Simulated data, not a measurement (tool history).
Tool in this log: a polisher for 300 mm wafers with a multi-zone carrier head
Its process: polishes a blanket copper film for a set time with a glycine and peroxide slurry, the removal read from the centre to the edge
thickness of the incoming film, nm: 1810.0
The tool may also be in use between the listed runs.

run  hour  flow of slurry (ml/min)  pressure of the head's centre zone  pressure of the head's middle zone  pressure of the head's edge zone  polishing time (s)  film removed at the wafer's centre (Å)  film removed at mid-radius (Å)  film removed at the wafer's edge (Å)
  1     0                      295                                   1                                   1                                 1                  55                                  2815.8                          2863.4                                2834.3
  2   7.4                      295                                   1                                0.97                                 1                  55                                  2753.1                          2773.1                                  2840
  3  12.1                      290                                0.98                                0.95                              0.98                  53                                  2680.9                          2559.3                                2757.3
  4  14.2                      290                                0.96                                0.96                              0.99                  50                                  2461.6                          2578.1                                2540.8
  5  22.9                      280                                0.94                                0.93                                 1                  49                                  2363.9                          2364.6                                  2544
  6    30                      280                                0.97                                0.93                                 1                  49                                  2385.6                            2336                                2530.3
  7  30.6                      250                                0.87                                 0.9                              0.98                  42                                  1774.6                            1915                                2119.8

Run 8 is up next; what results do you expect?
  8  39.2                      260                                0.87                                 0.9                              0.99                  42                                       ?                               ?                                     ?

film removed at the wafer's centre (Å): 1813.4
film removed at mid-radius (Å): 1922.8
film removed at the wafer's edge (Å): 2137.3
